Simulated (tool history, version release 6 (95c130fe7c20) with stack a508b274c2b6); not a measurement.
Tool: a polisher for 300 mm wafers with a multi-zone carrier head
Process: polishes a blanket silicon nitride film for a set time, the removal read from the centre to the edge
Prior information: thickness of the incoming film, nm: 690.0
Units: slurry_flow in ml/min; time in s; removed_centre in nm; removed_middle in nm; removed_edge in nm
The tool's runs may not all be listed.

run,hour,slurry_flow,centre_zone,middle_zone,edge_zone,time,removed_centre,removed_middle,removed_edge
1,0,140,1,1,1,44,130.1,126.88,129.95
2,3.7,140,1,0.95,1,44,131.02,121.24,128.07
3,7.3,140,1,0.95,0.95,44,127.26,122.52,123.8
4,12.8,165,1,0.95,0.95,44,132.78,126.25,130
5,20.2,165,1,0.95,0.87,44,135.62,126.28,120.66
6,24.6,150,0.99,0.93,0.85,40,117.62,110.91,110.84

Expected results for the next run?
7,31.8,145,1.01,0.96,0.84,35,?,?,?

Run 7 yielded removed_centre 104.3 nm, removed_middle 97.559 nm, removed_edge 94.529 nm.
